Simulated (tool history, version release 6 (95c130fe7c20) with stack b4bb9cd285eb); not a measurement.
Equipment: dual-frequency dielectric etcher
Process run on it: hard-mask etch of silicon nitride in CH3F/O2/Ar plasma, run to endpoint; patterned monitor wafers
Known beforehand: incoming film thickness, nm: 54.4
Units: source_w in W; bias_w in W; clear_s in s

run	hour	source_w	bias_w	clear_s
1	0.0	340	95	72.665
2	5.2	340	81	75.250
3	11.1	320	79	78.684
4	17.8	310	78	79.352
5	21.8	280	78	83.884
6	26.8	320	78	78.416
7	29.0	310	77	80.234
8	36.8	300	76	81.453

What will run 9 give?
9	45.8	250	72	?

Run 9 produced clear_s 90.901 s.
